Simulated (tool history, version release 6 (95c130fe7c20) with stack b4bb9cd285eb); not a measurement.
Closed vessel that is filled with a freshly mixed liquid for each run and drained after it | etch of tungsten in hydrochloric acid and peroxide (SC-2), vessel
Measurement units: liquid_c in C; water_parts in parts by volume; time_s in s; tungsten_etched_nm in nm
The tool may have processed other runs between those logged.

run	hour	liquid_c	water_parts	time_s	tungsten_etched_nm
1	0.0	48.0	5.5	200	55.559
2	8.3	50.0	5.5	200	65.139
3	14.3	51.0	5.5	200	68.853
4	15.3	52.0	5.5	200	74.066
5	22.4	53.0	5.5	200	78.282
6	27.7	53.0	7.0	200	64.482

Predict the results of run 7:
7	34.2	54.5	7.0	200	?

{"run 7": {"tungsten_etched_nm": 71.887}}

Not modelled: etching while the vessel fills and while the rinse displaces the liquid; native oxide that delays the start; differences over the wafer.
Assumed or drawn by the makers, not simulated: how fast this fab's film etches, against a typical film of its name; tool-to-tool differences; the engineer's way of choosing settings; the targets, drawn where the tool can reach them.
